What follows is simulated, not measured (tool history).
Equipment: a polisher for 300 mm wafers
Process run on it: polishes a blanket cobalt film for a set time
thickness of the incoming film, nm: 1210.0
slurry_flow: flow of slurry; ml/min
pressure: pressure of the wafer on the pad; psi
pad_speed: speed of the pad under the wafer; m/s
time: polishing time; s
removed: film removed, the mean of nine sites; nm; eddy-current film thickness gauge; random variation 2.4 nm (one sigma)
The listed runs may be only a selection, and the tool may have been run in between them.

| run | hour | slurry_flow | pressure | pad_speed | time | removed |
|---|---|---|---|---|---|---|
| 1 | 0.0 | 150 | 2.1 | 0.80 | 45 | 161.64 |
| 2 | 1.2 | 150 | 2.2 | 0.80 | 45 | 167.01 |
| 3 | 5.1 | 120 | 2.2 | 0.80 | 45 | 162.50 |
| 4 | 13.3 | 105 | 2.2 | 0.80 | 45 | 159.43 |
| 5 | 14.5 | 110 | 2.3 | 0.80 | 45 | 164.04 |
| 6 | 16.0 | 125 | 2.3 | 0.80 | 45 | 166.76 |
| 7 | 21.1 | 125 | 2.4 | 0.80 | 45 | 172.64 |
| 8 | 22.3 | 125 | 2.5 | 0.80 | 45 | 181.68 |
| 9 | 31.1 | 130 | 2.6 | 0.80 | 45 | 189.28 |
| 10 | 33.9 | 135 | 2.7 | 0.80 | 45 | 193.09 |
| 11 | 37.9 | 135 | 2.8 | 0.80 | 45 | 199.98 |

What will run 12 give?
| 12 | 38.4 | 140 | 3.0 | 0.80 | 45 | ? |

{"run 12": {"removed": 207.08}}

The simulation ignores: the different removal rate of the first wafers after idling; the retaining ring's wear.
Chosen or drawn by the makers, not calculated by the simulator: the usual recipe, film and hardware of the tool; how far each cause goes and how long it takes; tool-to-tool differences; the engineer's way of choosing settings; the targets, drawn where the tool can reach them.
